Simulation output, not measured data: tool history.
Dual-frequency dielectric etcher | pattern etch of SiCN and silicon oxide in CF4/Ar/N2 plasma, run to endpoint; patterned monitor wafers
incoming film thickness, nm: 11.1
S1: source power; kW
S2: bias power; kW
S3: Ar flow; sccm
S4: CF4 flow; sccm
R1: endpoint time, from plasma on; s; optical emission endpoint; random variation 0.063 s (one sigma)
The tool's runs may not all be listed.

run	day	S1	S2	S3	S4	R1
1	0.000	0.380	0.057	81	47	16.590
2	0.058	0.400	0.057	81	47	16.158
3	0.308	0.430	0.058	81	47	15.148
4	0.362	0.430	0.058	81	52	14.957
5	0.550	0.450	0.058	81	52	14.549
6	0.792	0.450	0.055	81	52	14.846
7	0.983	0.470	0.055	81	52	14.448
8	1.267	0.480	0.056	81	52	14.039
9	1.621	0.490	0.056	81	52	14.010
10	1.925	0.500	0.057	80	52	13.585
11	2.117	0.510	0.058	80	52	13.206
12	2.188	0.510	0.058	80	52	13.267
13	2.362	0.520	0.058	80	52	13.213

Forecast run 14:
14	2.429	0.520	0.059	80	52	?

Run 14 gave R1 13.002 s.
